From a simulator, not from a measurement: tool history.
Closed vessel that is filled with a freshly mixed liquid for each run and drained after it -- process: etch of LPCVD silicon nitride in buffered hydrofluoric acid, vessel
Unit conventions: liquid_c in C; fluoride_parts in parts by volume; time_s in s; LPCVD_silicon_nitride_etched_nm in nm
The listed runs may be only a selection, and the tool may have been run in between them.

run,hour,liquid_c,fluoride_parts,time_s,LPCVD_silicon_nitride_etched_nm
1,0,21,22,765,4.9816
2,1.4,22,22,765,5.2189
3,3.1,22.5,22,765,5.3835
4,8,22.5,27.5,765,4.62
5,14.9,23.5,27.5,765,4.9137
6,16.1,23.5,30,765,4.6555
7,22.3,24.5,30,765,4.8082
8,27.9,25.5,30,765,5.1232
9,28.5,26,30,765,5.3067

Estimate the outcome of run 10 from the log above:
10,32.5,26.5,30,765,?

{"run 10": {"LPCVD_silicon_nitride_etched_nm": 5.4326}}
